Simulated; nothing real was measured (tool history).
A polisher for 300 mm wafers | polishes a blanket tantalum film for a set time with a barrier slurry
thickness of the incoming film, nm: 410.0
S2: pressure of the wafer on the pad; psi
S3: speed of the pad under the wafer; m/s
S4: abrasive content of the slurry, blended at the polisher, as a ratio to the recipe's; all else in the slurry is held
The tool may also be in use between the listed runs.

run 1 day=0 | flow_of_slurry_(ml/min)=270 S2=2.1 S3=0.76 S4=1 polishing_time_(s)=108 | film_removed_(nm)=143.39
run 2 day=0.271 | flow_of_slurry_(ml/min)=335 S2=2.1 S3=0.76 S4=1 polishing_time_(s)=108 | film_removed_(nm)=143.77
run 3 day=0.579 | flow_of_slurry_(ml/min)=390 S2=2.1 S3=0.76 S4=1 polishing_time_(s)=108 | film_removed_(nm)=146.91
run 4 day=0.771 | flow_of_slurry_(ml/min)=390 S2=1.9 S3=0.76 S4=1 polishing_time_(s)=108 | film_removed_(nm)=131.39
run 5 day=1.067 | flow_of_slurry_(ml/min)=390 S2=1.9 S3=0.76 S4=1.15 polishing_time_(s)=108 | film_removed_(nm)=139.58
run 6 day=1.433 | flow_of_slurry_(ml/min)=390 S2=2.2 S3=0.76 S4=1.15 polishing_time_(s)=108 | film_removed_(nm)=160.27
run 7 day=1.642 | flow_of_slurry_(ml/min)=390 S2=2 S3=0.76 S4=1.15 polishing_time_(s)=108 | film_removed_(nm)=144.04
run 8 day=1.712 | flow_of_slurry_(ml/min)=390 S2=1.9 S3=0.76 S4=1.15 polishing_time_(s)=108 | film_removed_(nm)=135.8

The next listed run, before its measurement:
run 9 day=2.012 | flow_of_slurry_(ml/min)=390 S2=1.9 S3=0.76 S4=1.15 polishing_time_(s)=108 | film_removed_(nm)=?

film removed (nm): 137.76
